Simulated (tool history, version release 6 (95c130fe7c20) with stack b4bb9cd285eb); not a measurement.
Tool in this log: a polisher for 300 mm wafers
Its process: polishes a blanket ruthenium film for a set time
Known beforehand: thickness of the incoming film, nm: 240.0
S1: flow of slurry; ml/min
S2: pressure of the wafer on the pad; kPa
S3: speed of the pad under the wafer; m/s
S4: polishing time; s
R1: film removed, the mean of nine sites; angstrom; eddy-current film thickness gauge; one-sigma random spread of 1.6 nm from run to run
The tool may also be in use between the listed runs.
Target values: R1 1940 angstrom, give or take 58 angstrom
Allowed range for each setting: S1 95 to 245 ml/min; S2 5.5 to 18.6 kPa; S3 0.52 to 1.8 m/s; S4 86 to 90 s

run  hour   S1    S2    S3  S4      R1
  1     0  155  11.7  1.16  86  1094.3
  2   8.6  155  10.3  1.16  86  970.74
  3  10.2  155   8.3  1.16  86  765.77
  4  12.3  155   8.3  0.88  86  617.18
  5  19.6  165    11   0.9  86  852.16
  6  25.7  180  13.1   0.9  86    1016
  7  26.7  180  13.1   0.9  86  1005.3
  8  31.2  180  14.5  0.96  86  1172.1
  9  39.3  180  14.5  0.96  86  1186.2
 10  42.3  180  15.9     1  86  1328.8
 11  45.8  190  16.5  1.04  86  1442.9
 12  49.9  190  17.2   1.1  86  1588.5
 13  56.6  190  17.9  1.14  86    1666
 14  63.8  195  17.9  1.18  86  1752.6
 15  69.2  195  17.9   1.2  86  1778.9
 16  69.8  200  17.9  1.22  86  1785.7
 17  76.1  200  17.9  1.24  86  1805.5
 18  81.7  200  17.9  1.24  86  1783.6

5 next moves are on the table. One of them brings every result within its allowed miss. Which?
  A  87.3  200  18.6  1.16  88   ?
  B  87.3  200  17.9  1.28  89   ?
  C  87.3  180  18.6  1.04  88   ?
  D  87.3  210  18.6   1.3  89   ?
  E  87.3  200  18.6  1.14  89   ?

move      R1
   A  1810.8
   B  1919.9
   C  1628.6
   D  2031.5
   E  1804.6
A: gains on the last run, yet a result remains outside its allowed miss
B: every result lands within tolerance
C: further off than the last run
D: takes the result that was furthest off past its target
E: gains on the last run, yet a result remains outside its allowed miss
B meets every target.
